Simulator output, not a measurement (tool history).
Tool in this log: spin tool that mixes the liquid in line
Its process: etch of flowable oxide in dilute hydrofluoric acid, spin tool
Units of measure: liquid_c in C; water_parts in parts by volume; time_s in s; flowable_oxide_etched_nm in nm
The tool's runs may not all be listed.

run    day  liquid_c  water_parts  time_s  flowable_oxide_etched_nm
  1      0        24          270     100                    8.7426
  2  0.342        22          290     100                    7.4314
  3  0.371        25          290     100                    8.1701
  4  0.562        27          290     100                    8.7794
  5  0.879      24.5          290     100                    8.0881
  6  1.183      24.5          325     100                    6.9836

Run 7 is up next; what results do you expect?
  7  1.329      22.5          330     100                         ?

{"run 7": {"flowable_oxide_etched_nm": 6.29}}
